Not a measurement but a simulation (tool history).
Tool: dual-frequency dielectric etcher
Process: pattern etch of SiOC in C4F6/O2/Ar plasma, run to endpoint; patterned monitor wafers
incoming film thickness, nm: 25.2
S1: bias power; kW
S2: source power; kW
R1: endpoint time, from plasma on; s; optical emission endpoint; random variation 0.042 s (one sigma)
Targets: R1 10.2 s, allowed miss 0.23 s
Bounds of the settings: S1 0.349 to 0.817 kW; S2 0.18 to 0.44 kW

{"run": 1, "hour": 0.0, "S1": 0.583, "S2": 0.31, "R1": 9.2749}
{"run": 2, "hour": 1.7, "S1": 0.558, "S2": 0.31, "R1": 9.4684}
{"run": 3, "hour": 9.2, "S1": 0.558, "S2": 0.36, "R1": 9.007}
{"run": 4, "hour": 10.3, "S1": 0.633, "S2": 0.36, "R1": 8.4299}
{"run": 5, "hour": 10.9, "S1": 0.59, "S2": 0.36, "R1": 8.8503}
{"run": 6, "hour": 19.5, "S1": 0.558, "S2": 0.36, "R1": 8.9652}
{"run": 7, "hour": 27.8, "S1": 0.441, "S2": 0.32, "R1": 10.655}
{"run": 8, "hour": 34.1, "S1": 0.449, "S2": 0.32, "R1": 10.669}
{"run": 9, "hour": 42.3, "S1": 0.457, "S2": 0.32, "R1": 10.571}
{"run": 10, "hour": 45.8, "S1": 0.508, "S2": 0.33, "R1": 9.7841}
{"run": 11, "hour": 51.1, "S1": 0.5, "S2": 0.33, "R1": 9.953}
{"run": 12, "hour": 56.5, "S1": 0.495, "S2": 0.33, "R1": 9.8755}

5 next moves are on the table. One of them brings every result within its allowed miss. Which?
{"run": "A", "hour": 61.9, "S1": 0.449, "S2": 0.32, "R1": "?"}
{"run": "B", "hour": 61.9, "S1": 0.506, "S2": 0.34, "R1": "?"}
{"run": "C", "hour": 61.9, "S1": 0.481, "S2": 0.37, "R1": "?"}
{"run": "D", "hour": 61.9, "S1": 0.433, "S2": 0.37, "R1": "?"}
{"run": "E", "hour": 61.9, "S1": 0.522, "S2": 0.32, "R1": "?"}

move=A R1=10.558
move=B R1=9.6716
move=C R1=9.6621
move=D R1=10.254
move=E R1=9.7056
A: takes the result that was furthest off past its target
B: further off than the last run
C: further off than the last run
D: meets every target
E: further off than the last run
Move D is the one to make.
